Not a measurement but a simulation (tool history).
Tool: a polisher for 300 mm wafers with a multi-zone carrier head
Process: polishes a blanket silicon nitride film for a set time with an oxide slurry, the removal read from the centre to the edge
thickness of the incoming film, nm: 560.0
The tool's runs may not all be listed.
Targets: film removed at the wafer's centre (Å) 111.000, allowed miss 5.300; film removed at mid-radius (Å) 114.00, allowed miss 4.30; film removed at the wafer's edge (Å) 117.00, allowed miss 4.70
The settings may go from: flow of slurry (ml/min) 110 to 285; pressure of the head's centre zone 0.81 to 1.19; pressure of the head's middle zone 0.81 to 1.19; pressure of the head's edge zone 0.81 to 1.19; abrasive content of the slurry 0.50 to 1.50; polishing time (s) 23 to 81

run,day,flow of slurry (ml/min),pressure of the head's centre zone,pressure of the head's middle zone,pressure of the head's edge zone,abrasive content of the slurry,polishing time (s),film removed at the wafer's centre (Å),film removed at mid-radius (Å),film removed at the wafer's edge (Å)
1,0.000,180,1.00,1.00,1.00,1.00,52,199.550,203.66,203.64
2,0.292,180,1.00,1.00,0.92,1.00,52,196.080,206.67,193.28
3,0.442,180,1.00,1.00,0.92,0.80,52,182.920,191.37,186.90
4,0.629,180,1.00,0.99,0.91,0.75,49,172.480,176.02,170.00
5,0.975,180,1.00,0.99,0.84,0.75,49,173.140,177.53,163.20
6,1.271,180,1.00,0.99,0.84,0.75,36,128.440,130.27,120.25
7,1.633,175,0.99,0.98,0.84,0.75,36,125.870,128.71,118.64
8,1.692,175,0.99,0.98,0.84,0.75,36,126.690,126.79,119.50
9,1.879,135,0.90,0.90,0.87,0.70,36,102.880,111.66,114.98

5 next moves are on the table. One of them brings every result within its allowed miss. Which?
A,2.067,160,0.82,0.95,0.87,0.70,34,?,?,?
B,2.067,130,0.92,0.89,0.83,0.60,39,?,?,?
C,2.067,120,0.83,0.94,0.82,0.75,37,?,?,?
D,2.067,120,0.85,0.91,0.93,0.60,37,?,?,?
E,2.067,155,0.88,0.90,0.89,1.00,31,?,?,?

move,film removed at the wafer's centre (Å),film removed at mid-radius (Å),film removed at the wafer's edge (Å)
A,95.792,113.41,113.30
B,112.440,112.92,118.37
C,99.254,116.17,116.38
D,96.030,106.78,116.42
E,102.390,107.96,114.32
A: further off than the last run
B: meets every target
C: further off than the last run
D: further off than the last run
E: further off than the last run
Answer: B

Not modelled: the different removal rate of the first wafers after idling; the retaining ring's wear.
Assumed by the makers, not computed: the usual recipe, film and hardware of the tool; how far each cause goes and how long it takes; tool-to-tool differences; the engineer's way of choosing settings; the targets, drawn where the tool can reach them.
